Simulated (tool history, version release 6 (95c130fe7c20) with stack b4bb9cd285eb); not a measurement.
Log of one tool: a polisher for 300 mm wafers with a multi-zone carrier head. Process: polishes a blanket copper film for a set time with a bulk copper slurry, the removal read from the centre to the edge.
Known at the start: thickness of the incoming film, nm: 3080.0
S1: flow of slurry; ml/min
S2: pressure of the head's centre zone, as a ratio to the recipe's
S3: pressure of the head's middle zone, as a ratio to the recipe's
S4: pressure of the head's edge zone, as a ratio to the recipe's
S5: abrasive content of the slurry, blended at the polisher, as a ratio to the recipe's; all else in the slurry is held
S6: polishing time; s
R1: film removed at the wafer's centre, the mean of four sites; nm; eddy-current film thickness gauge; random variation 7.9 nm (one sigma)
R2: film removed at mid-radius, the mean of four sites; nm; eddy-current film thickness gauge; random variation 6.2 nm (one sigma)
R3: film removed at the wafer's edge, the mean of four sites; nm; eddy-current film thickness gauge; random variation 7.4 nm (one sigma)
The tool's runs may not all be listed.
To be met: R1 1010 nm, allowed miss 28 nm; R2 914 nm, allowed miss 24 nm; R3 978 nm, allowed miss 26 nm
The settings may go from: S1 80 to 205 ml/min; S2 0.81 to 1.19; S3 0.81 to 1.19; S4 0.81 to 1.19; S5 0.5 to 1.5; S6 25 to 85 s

run 1 hour=0 | S1=135 S2=1 S3=1 S4=1 S5=1 S6=55 | R1=712.23 R2=642.58 R3=654.85
run 2 hour=3.3 | S1=135 S2=1 S3=0.94 S4=1 S5=1 S6=55 | R1=706.79 R2=606.59 R3=648.13
run 3 hour=12.2 | S1=135 S2=0.96 S3=0.94 S4=1 S5=1 S6=55 | R1=688.6 R2=600.5 R3=644.39
run 4 hour=15.7 | S1=135 S2=1.01 S3=0.94 S4=1 S5=1 S6=55 | R1=722.64 R2=607.72 R3=647.7
-- hour=22.6 centre zone pressure recalibrated
run 5 hour=22.6 | S1=140 S2=1.02 S3=0.97 S4=1.06 S5=1.15 S6=58 | R1=723.59 R2=679.02 R3=745.61
run 6 hour=25.4 | S1=155 S2=1.07 S3=0.97 S4=1.05 S5=1.25 S6=61 | R1=850.87 R2=749 R3=792.58
run 7 hour=27.2 | S1=165 S2=1.11 S3=0.98 S4=1.09 S5=1.35 S6=62 | R1=927.18 R2=796.79 R3=840.1
run 8 hour=30.4 | S1=175 S2=1.11 S3=0.99 S4=1.12 S5=1.4 S6=63 | R1=964.75 R2=816.97 R3=888.71
run 9 hour=35.3 | S1=180 S2=1.1 S3=1.02 S4=1.14 S5=1.45 S6=63 | R1=958.14 R2=845.04 R3=915.97

Which of these 4 next moves meets every target?
run A hour=40.2 | S1=185 S2=1.01 S3=0.94 S4=1.19 S5=1.5 S6=71 | R1=? R2=? R3=?
run B hour=40.2 | S1=200 S2=1.02 S3=0.87 S4=1.19 S5=1.45 S6=70 | R1=? R2=? R3=?
run C hour=40.2 | S1=160 S2=1.12 S3=1.19 S4=1.17 S5=1.25 S6=61 | R1=? R2=? R3=?
run D hour=40.2 | S1=200 S2=1.05 S3=1 S4=1.12 S5=1.05 S6=73 | R1=? R2=? R3=?

move=A R1=1011.1 R2=921.8 R3=1060.1
move=B R1=1011.4 R2=864.49 R3=1046.4
move=C R1=897.12 R2=875.01 R3=844.84
move=D R1=1003.1 R2=916.97 R3=975.38
A: brings the result that was furthest off to its target, and leaves another outside
B: nearer than the last run, and not there yet
C: further off than the last run
D: meets every target
The right move is D.
